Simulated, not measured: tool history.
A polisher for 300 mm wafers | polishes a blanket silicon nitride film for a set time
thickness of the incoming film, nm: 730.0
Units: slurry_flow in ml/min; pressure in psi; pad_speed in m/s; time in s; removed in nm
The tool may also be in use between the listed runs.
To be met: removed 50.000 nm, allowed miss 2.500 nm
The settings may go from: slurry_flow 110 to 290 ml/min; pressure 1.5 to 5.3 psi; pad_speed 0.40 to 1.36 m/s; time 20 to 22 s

| run | hour | slurry_flow | pressure | pad_speed | time | removed |
|---|---|---|---|---|---|---|
| 1 | 0.0 | 185 | 3.4 | 0.88 | 22 | 34.990 |
| 2 | 8.6 | 185 | 3.4 | 0.76 | 22 | 30.520 |
| 3 | 16.2 | 185 | 3.9 | 0.78 | 22 | 35.362 |
| 4 | 23.1 | 185 | 4.3 | 0.80 | 22 | 40.033 |
| 5 | 28.0 | 185 | 4.5 | 0.80 | 22 | 39.697 |
| 6 | 35.2 | 185 | 4.7 | 0.82 | 22 | 42.764 |
| 7 | 42.9 | 185 | 4.9 | 0.84 | 22 | 46.258 |
|  | 49.9 | head pressure recalibrated |
| 8 | 49.9 | 185 | 5.0 | 0.84 | 22 | 42.402 |

4 next moves are on the table. One of them brings every result within its allowed miss. Which?
| A | 56.9 | 200 | 5.1 | 0.90 | 20 | ? |
| B | 56.9 | 160 | 5.2 | 0.86 | 21 | ? |
| C | 56.9 | 220 | 5.3 | 0.94 | 21 | ? |
| D | 56.9 | 170 | 5.1 | 0.78 | 20 | ? |

| move | removed |
|---|---|
| A | 43.160 |
| B | 42.860 |
| C | 49.146 |
| D | 37.523 |
A: nearer than the last run, and not there yet
B: nearer than the last run, and not there yet
C: meets every target
D: further off than the last run
Answer: C
